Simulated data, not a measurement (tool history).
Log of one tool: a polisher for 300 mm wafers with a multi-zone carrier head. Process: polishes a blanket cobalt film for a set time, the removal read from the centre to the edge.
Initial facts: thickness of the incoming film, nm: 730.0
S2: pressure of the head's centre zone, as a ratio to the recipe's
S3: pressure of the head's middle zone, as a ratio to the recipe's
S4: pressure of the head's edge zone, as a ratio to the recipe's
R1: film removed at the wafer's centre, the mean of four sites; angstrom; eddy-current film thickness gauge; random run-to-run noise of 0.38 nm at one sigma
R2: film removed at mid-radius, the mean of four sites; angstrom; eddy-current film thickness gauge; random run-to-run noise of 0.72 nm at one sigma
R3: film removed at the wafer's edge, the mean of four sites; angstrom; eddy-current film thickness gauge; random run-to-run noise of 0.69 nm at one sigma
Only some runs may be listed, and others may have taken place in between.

{"run": 1, "hour": 0.0, "flow of slurry (ml/min)": 255, "S2": 1, "S3": 1, "S4": 1, "polishing time (s)": 31, "R1": 808.3, "R2": 819.42, "R3": 838.87}
{"run": 2, "hour": 2.0, "flow of slurry (ml/min)": 250, "S2": 0.97, "S3": 0.99, "S4": 0.96, "polishing time (s)": 28, "R1": 697.85, "R2": 748.67, "R3": 758.99}
{"run": 3, "hour": 3.3, "flow of slurry (ml/min)": 250, "S2": 0.97, "S3": 1.04, "S4": 0.96, "polishing time (s)": 28, "R1": 703.78, "R2": 757.92, "R3": 757.11}
{"run": 4, "hour": 4.3, "flow of slurry (ml/min)": 250, "S2": 1.02, "S3": 1.04, "S4": 0.96, "polishing time (s)": 28, "R1": 739.78, "R2": 786.16, "R3": 762.16}
{"run": 5, "hour": 7.2, "flow of slurry (ml/min)": 260, "S2": 1.01, "S3": 1.03, "S4": 0.94, "polishing time (s)": 26, "R1": 691.66, "R2": 704.12, "R3": 688.94}
{"run": 6, "hour": 11.5, "flow of slurry (ml/min)": 270, "S2": 0.97, "S3": 1.03, "S4": 0.92, "polishing time (s)": 25, "R1": 635.15, "R2": 691.42, "R3": 662.59}
{"run": 7, "hour": 14.6, "flow of slurry (ml/min)": 280, "S2": 0.95, "S3": 1, "S4": 0.9, "polishing time (s)": 24, "R1": 606.35, "R2": 653.56, "R3": 635.24}
{"run": 8, "hour": 20.0, "flow of slurry (ml/min)": 285, "S2": 0.93, "S3": 0.99, "S4": 0.89, "polishing time (s)": 23, "R1": 575.92, "R2": 625.93, "R3": 610.28}
{"run": 9, "hour": 21.7, "flow of slurry (ml/min)": 285, "S2": 0.92, "S3": 0.98, "S4": 0.88, "polishing time (s)": 23, "R1": 565.49, "R2": 621.38, "R3": 611.34}
{"run": 10, "hour": 25.4, "flow of slurry (ml/min)": 240, "S2": 0.89, "S3": 0.96, "S4": 0.81, "polishing time (s)": 21, "R1": 480.5, "R2": 537.12, "R3": 512.72}

For run 11, what comes out?
{"hour": 30.4, "done": "slurry nozzle cleaned"}
{"run": 11, "hour": 30.4, "flow of slurry (ml/min)": 255, "S2": 0.89, "S3": 0.96, "S4": 0.82, "polishing time (s)": 21, "R1": "?", "R2": "?", "R3": "?"}

R1: 532 angstrom
R2: 586.4 angstrom
R3: 556.45 angstrom
